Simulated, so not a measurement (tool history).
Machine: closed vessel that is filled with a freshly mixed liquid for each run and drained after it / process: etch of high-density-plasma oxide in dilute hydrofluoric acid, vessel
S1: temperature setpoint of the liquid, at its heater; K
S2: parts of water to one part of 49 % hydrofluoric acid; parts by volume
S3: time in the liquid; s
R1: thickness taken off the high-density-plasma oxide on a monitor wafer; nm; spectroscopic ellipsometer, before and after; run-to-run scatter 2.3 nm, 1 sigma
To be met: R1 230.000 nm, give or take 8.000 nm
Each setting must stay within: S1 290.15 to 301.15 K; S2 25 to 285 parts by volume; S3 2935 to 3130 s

run	hour	S1	S2	S3	R1
1	0.0	293.15	155	2935	70.814
2	3.6	295.15	120	2940	102.980
3	9.6	297.15	120	2940	114.600
4	15.8	298.15	100	2945	146.230
5	18.8	299.15	90	2945	167.020
6	27.2	295.65	90	2945	148.000
7	30.9	297.15	80	2945	178.520
8	34.6	298.15	75	2945	193.510
9	40.4	299.15	75	2945	204.030
10	48.4	299.65	75	2945	212.330
11	49.1	301.15	70	2945	240.270

Exercise: of the 5 proposed moves below, exactly one satisfies all targets within the stated allowed misses. Which move is it?
A	49.8	301.15	70	3090	?
B	49.8	301.15	70	2975	?
C	49.8	300.65	65	2950	?
D	49.8	301.15	70	3130	?
E	49.8	296.65	65	3130	?

move	R1
A	252.500
B	243.100
C	256.350
D	255.770
E	231.620
A: moves away from the targets compared with the last run
B: moves away from the targets compared with the last run
C: moves away from the targets compared with the last run
D: moves away from the targets compared with the last run
E: all results in spec
The right move is E.

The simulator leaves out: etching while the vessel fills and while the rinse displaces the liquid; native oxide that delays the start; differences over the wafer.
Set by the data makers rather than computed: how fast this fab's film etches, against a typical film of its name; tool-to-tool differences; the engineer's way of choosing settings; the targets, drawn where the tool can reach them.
